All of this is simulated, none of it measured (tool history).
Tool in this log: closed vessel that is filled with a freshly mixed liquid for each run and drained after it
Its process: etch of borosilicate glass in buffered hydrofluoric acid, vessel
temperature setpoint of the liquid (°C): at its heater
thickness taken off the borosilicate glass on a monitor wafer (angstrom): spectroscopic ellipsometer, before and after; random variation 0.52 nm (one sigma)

run,hour,temperature setpoint of the liquid (°C),parts of 40 % ammonium fluoride to one part of 49 % hydrofluoric acid (parts by volume),time in the liquid (s),thickness taken off the borosilicate glass on a monitor wafer (angstrom)
1,0,22,17.5,105,659.52
2,1.1,21,17.5,105,623.69
3,1.9,20.5,17.5,105,596.51
4,2.7,20.5,17.5,110,630.71
5,6.7,20.5,12.5,110,881.01
6,8.3,19.5,13.5,110,775.15

Run 7 is up next; what results do you expect?
7,9,19,14.5,110,?

Run 7 gave thickness taken off the borosilicate glass on a monitor wafer (angstrom) 702.35.
